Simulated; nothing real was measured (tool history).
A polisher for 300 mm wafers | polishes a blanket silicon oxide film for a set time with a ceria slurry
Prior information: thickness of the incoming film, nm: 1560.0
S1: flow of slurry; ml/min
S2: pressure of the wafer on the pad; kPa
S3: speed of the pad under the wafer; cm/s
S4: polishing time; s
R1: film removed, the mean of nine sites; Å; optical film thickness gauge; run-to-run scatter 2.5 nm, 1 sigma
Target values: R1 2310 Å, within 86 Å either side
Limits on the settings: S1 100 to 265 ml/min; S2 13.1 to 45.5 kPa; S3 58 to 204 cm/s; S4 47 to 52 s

{"run": 1, "hour": 0.0, "S1": 170, "S2": 29, "S3": 130, "S4": 52, "R1": 3629.6}
{"run": 2, "hour": 2.9, "S1": 165, "S2": 25.5, "S3": 130, "S4": 52, "R1": 3217.6}
{"run": 3, "hour": 8.7, "S1": 195, "S2": 25.5, "S3": 130, "S4": 52, "R1": 3278.1}
{"run": 4, "hour": 11.3, "S1": 195, "S2": 20.7, "S3": 130, "S4": 52, "R1": 2729.4}
{"run": 5, "hour": 13.3, "S1": 195, "S2": 20.7, "S3": 148, "S4": 52, "R1": 3035.1}
{"run": 6, "hour": 18.4, "S1": 195, "S2": 20.7, "S3": 148, "S4": 47, "R1": 2735.1}
{"run": 7, "hour": 20.0, "S1": 195, "S2": 19.3, "S3": 148, "S4": 47, "R1": 2533.9}
{"run": 8, "hour": 21.7, "S1": 190, "S2": 18.6, "S3": 148, "S4": 47, "R1": 2436.9}
{"run": 9, "hour": 24.9, "S1": 185, "S2": 18.6, "S3": 148, "S4": 47, "R1": 2406.4}
{"run": 10, "hour": 29.3, "S1": 180, "S2": 18.6, "S3": 148, "S4": 47, "R1": 2436.8}
{"run": 11, "hour": 31.8, "S1": 175, "S2": 18.6, "S3": 148, "S4": 47, "R1": 2385.2}
{"run": 12, "hour": 36.7, "S1": 170, "S2": 18.6, "S3": 148, "S4": 47, "R1": 2403.4}

Which one of the following 4 next-run settings gets every result inside its allowed miss? There is exactly one.
{"run": "A", "hour": 41.6, "S1": 210, "S2": 20, "S3": 130, "S4": 49, "R1": "?"}
{"run": "B", "hour": 41.6, "S1": 165, "S2": 23.4, "S3": 126, "S4": 47, "R1": "?"}
{"run": "C", "hour": 41.6, "S1": 190, "S2": 17.9, "S3": 142, "S4": 48, "R1": "?"}
{"run": "D", "hour": 41.6, "S1": 115, "S2": 21.4, "S3": 124, "S4": 52, "R1": "?"}

move=A R1=2508.3
move=B R1=2661.6
move=C R1=2340.8
move=D R1=2533
A: the biggest miss grows against the last run
B: the biggest miss grows against the last run
C: all results in spec
D: the biggest miss grows against the last run
The move that meets every target is C.

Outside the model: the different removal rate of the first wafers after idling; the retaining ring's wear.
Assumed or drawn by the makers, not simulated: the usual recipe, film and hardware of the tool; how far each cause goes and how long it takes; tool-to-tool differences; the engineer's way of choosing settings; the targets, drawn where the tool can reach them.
